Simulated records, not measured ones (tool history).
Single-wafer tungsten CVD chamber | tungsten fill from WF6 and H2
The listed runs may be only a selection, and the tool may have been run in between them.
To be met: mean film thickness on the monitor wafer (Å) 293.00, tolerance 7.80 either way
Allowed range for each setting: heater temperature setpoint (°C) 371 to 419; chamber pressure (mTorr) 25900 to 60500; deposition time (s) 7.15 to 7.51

run	hour	heater temperature setpoint (°C)	chamber pressure (mTorr)	deposition time (s)	mean film thickness on the monitor wafer (Å)
1	0.0	395	43200	7.51	226.89
2	2.7	399	43500	7.51	246.84
3	8.9	395	43500	7.51	228.43
4	11.9	395	47600	7.51	236.27
5	12.5	398	47800	7.51	253.16
6	14.8	398	47800	7.51	253.46
7	21.3	400	47900	7.51	266.81
8	27.8	401	48000	7.51	268.80
9	36.1	402	48100	7.51	274.70
10	41.6	403	48200	7.51	282.43

Below are 4 possible settings for the next run. Only one of them brings all results inside the allowed miss of their targets. Which is it?
A	47.1	405	44000	7.45	?
B	47.1	400	56800	7.34	?
C	47.1	405	47000	7.51	?
D	47.1	405	46300	7.15	?

move	mean film thickness on the monitor wafer (Å)
A	280.33
B	276.84
C	290.21
D	274.58
A: moves away from the targets compared with the last run
B: moves away from the targets compared with the last run
C: each result inside its tolerance
D: moves away from the targets compared with the last run
The right move is C.

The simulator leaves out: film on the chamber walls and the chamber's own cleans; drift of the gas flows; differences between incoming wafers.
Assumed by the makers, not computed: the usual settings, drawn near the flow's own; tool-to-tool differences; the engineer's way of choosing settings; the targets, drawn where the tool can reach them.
